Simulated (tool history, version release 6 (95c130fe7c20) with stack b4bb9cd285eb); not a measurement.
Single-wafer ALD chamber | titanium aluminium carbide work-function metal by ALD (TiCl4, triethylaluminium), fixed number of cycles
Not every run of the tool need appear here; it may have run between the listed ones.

run,day,heater temperature setpoint (deg C),triethylaluminium pulse time (s),mean film thickness on the monitor wafer (nm)
1,0,280,8.37,1.5885
2,0.25,280,9.71,1.6204
3,0.4,280,8.88,1.6049
4,0.538,277,8.64,1.5794
5,0.771,287,8.64,1.6525
6,1.108,283,8.41,1.6211
7,1.467,280,8.21,1.6047
8,1.65,276,7.71,1.5498
9,1.688,274,7.57,1.5293
10,1.788,272,7.46,1.5012
11,2.096,272,7.46,1.5145
12,2.238,270,7.36,1.5027
13,2.346,268,7.26,1.4751
14,2.65,267,7.21,1.4714

What does the tool deliver on the next run?
15,2.775,266,7.16,?

Logged for run 15: mean film thickness on the monitor wafer (nm) 1.4752.
